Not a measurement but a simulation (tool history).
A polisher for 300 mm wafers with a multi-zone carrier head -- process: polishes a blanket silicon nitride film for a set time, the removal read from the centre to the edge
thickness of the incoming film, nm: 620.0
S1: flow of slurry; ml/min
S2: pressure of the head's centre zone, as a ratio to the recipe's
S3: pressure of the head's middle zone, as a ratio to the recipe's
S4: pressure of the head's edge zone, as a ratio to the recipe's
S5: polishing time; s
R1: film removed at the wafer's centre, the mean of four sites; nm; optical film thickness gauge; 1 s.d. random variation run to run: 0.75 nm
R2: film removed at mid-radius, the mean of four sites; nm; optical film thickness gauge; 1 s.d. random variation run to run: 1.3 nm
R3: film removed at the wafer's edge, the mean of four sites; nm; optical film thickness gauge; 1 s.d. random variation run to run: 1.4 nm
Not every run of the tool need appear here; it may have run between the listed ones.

{"run": 1, "hour": 0.0, "S1": 160, "S2": 1, "S3": 1, "S4": 1, "S5": 88, "R1": 174.03, "R2": 177.88, "R3": 178.17}
{"run": 2, "hour": 4.8, "S1": 190, "S2": 1, "S3": 1, "S4": 1, "S5": 88, "R1": 178.99, "R2": 176.65, "R3": 177.44}
{"run": 3, "hour": 9.3, "S1": 190, "S2": 0.97, "S3": 0.98, "S4": 0.99, "S5": 83, "R1": 165.62, "R2": 168.38, "R3": 173.13}
{"run": 4, "hour": 15.4, "S1": 190, "S2": 0.96, "S3": 0.97, "S4": 0.99, "S5": 77, "R1": 153.88, "R2": 153.15, "R3": 160.85}
{"run": 5, "hour": 22.4, "S1": 185, "S2": 0.94, "S3": 0.96, "S4": 0.98, "S5": 73, "R1": 140.27, "R2": 144.1, "R3": 147.84}
{"run": 6, "hour": 28.7, "S1": 150, "S2": 0.94, "S3": 0.96, "S4": 0.98, "S5": 73, "R1": 134.94, "R2": 142.69, "R3": 145.06}
{"run": 7, "hour": 36.4, "S1": 150, "S2": 0.93, "S3": 0.94, "S4": 0.98, "S5": 71, "R1": 129.93, "R2": 134.1, "R3": 141.84}
{"run": 8, "hour": 41.6, "S1": 145, "S2": 0.91, "S3": 0.92, "S4": 0.96, "S5": 70, "R1": 125.45, "R2": 131.88, "R3": 139.55}
{"run": 9, "hour": 49.2, "S1": 120, "S2": 0.87, "S3": 0.83, "S4": 0.94, "S5": 54, "R1": 89.355, "R2": 89.662, "R3": 104.01}
{"run": 10, "hour": 49.7, "S1": 165, "S2": 0.87, "S3": 0.88, "S4": 1, "S5": 54, "R1": 95.999, "R2": 98.197, "R3": 111.04}

Run 11 has not been measured yet. What should we expect?
{"run": 11, "hour": 52.9, "S1": 170, "S2": 0.87, "S3": 0.89, "S4": 1.01, "S5": 54, "R1": "?", "R2": "?", "R3": "?"}

Run 11 yielded R1 93.893 nm, R2 98.307 nm, R3 110.99 nm.
